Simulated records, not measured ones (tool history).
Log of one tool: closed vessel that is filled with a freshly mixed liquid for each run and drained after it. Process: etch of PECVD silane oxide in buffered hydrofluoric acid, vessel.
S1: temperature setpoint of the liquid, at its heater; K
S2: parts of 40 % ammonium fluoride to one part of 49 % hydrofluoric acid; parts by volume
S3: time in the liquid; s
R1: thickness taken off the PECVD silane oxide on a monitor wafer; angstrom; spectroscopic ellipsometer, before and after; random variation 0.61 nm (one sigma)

Run 1, hour 0: S1 298.15 K, S2 23 parts by volume, S3 105 s. Result: R1 1531.1 angstrom.
Run 2, hour 5.5: S1 297.65 K, S2 23 parts by volume, S3 105 s. Result: R1 1491 angstrom.
Run 3, hour 14: S1 297.65 K, S2 23 parts by volume, S3 115 s. Result: R1 1639.5 angstrom.
Run 4, hour 17: S1 297.65 K, S2 23 parts by volume, S3 115 s. Result: R1 1642.9 angstrom.
Run 5, hour 25: S1 297.15 K, S2 23 parts by volume, S3 115 s. Result: R1 1593.4 angstrom.
Run 6, hour 26.1: S1 296.65 K, S2 23 parts by volume, S3 115 s. Result: R1 1566 angstrom.
Run 7, hour 28.3: S1 296.15 K, S2 23 parts by volume, S3 115 s. Result: R1 1530.1 angstrom.
Run 8, hour 31.1: S1 295.65 K, S2 23 parts by volume, S3 115 s. Result: R1 1468.9 angstrom.

Forecast run 9:
Run 9, hour 37.6: S1 291.65 K, S2 23.5 parts by volume, S3 115 s. Result: R1 ?.

{"run 9": {"R1": 1150.6}}
